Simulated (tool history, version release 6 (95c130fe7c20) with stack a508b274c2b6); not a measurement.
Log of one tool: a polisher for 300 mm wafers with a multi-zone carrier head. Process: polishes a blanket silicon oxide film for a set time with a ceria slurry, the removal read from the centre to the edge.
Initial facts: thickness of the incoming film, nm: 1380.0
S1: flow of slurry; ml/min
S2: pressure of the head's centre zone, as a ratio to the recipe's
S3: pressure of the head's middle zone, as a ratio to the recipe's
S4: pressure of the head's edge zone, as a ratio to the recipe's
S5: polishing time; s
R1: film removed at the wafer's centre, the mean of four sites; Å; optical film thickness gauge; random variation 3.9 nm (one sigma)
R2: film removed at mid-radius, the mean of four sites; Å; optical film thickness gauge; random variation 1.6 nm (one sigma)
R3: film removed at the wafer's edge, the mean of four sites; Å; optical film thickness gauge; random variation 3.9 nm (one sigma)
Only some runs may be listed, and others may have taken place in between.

run,hour,S1,S2,S3,S4,S5,R1,R2,R3
1,0.0,305,1.00,1.00,1.00,66,3373.3,3382.9,3282.2
2,4.8,295,1.02,0.94,1.01,64,3403.8,3096.4,3258.1
3,11.3,285,1.02,0.90,0.99,63,3318.0,2953.0,3130.3
4,12.1,280,1.03,0.87,1.00,62,3269.7,2836.7,3122.5
5,15.0,280,1.03,0.87,1.00,77,4010.5,3538.5,3841.6
6,21.5,275,1.04,0.85,1.01,71,3772.5,3177.0,3562.5

Run 7 has not been measured yet. What should we expect?
7,26.0,240,1.06,0.81,1.01,58,?,?,?

R1: 3070.7 Å
R2: 2422.9 Å
R3: 2858.5 Å
